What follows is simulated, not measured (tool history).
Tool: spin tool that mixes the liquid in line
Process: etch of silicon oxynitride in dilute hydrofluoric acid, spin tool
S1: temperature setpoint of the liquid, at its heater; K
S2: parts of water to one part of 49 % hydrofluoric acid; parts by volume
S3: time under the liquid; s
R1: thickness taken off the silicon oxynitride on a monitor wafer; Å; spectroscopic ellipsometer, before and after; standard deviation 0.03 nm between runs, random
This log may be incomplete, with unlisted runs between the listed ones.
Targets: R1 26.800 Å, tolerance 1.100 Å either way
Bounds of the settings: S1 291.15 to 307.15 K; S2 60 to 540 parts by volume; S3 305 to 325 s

{"run": 1, "hour": 0.0, "S1": 299.15, "S2": 300, "S3": 305, "R1": 36.987}
{"run": 2, "hour": 4.6, "S1": 298.15, "S2": 300, "S3": 305, "R1": 35.509}
{"run": 3, "hour": 13.0, "S1": 298.15, "S2": 240, "S3": 305, "R1": 46.474}
{"run": 4, "hour": 20.4, "S1": 297.15, "S2": 250, "S3": 305, "R1": 42.704}
{"run": 5, "hour": 27.2, "S1": 297.15, "S2": 250, "S3": 325, "R1": 44.317}
{"run": 6, "hour": 33.1, "S1": 296.15, "S2": 260, "S3": 325, "R1": 40.884}
{"run": 7, "hour": 42.1, "S1": 295.15, "S2": 265, "S3": 325, "R1": 38.74}
{"run": 8, "hour": 45.7, "S1": 294.65, "S2": 275, "S3": 325, "R1": 35.699}
{"run": 9, "hour": 52.2, "S1": 294.15, "S2": 280, "S3": 325, "R1": 34.346}
{"run": 10, "hour": 54.7, "S1": 293.65, "S2": 285, "S3": 325, "R1": 32.891}
{"run": 11, "hour": 60.2, "S1": 293.15, "S2": 290, "S3": 325, "R1": 31.811}
{"run": 12, "hour": 68.2, "S1": 292.65, "S2": 295, "S3": 325, "R1": 30.164}
{"run": 13, "hour": 70.2, "S1": 291.65, "S2": 300, "S3": 325, "R1": 28.164}

Exercise: of the 4 proposed moves below, exactly one satisfies all targets within the stated allowed misses. Which move is it?
{"run": "A", "hour": 72.2, "S1": 292.15, "S2": 300, "S3": 305, "R1": "?"}
{"run": "B", "hour": 72.2, "S1": 291.65, "S2": 295, "S3": 325, "R1": "?"}
{"run": "C", "hour": 72.2, "S1": 293.15, "S2": 375, "S3": 325, "R1": "?"}
{"run": "D", "hour": 72.2, "S1": 291.15, "S2": 280, "S3": 325, "R1": "?"}

move=A R1=27.310
move=B R1=29.019
move=C R1=23.299
move=D R1=30.144
A: all results in spec
B: its largest miss is bigger than the last run's
C: takes the result that was furthest off past its target
D: its largest miss is bigger than the last run's
Correct choice: A, which meets every target

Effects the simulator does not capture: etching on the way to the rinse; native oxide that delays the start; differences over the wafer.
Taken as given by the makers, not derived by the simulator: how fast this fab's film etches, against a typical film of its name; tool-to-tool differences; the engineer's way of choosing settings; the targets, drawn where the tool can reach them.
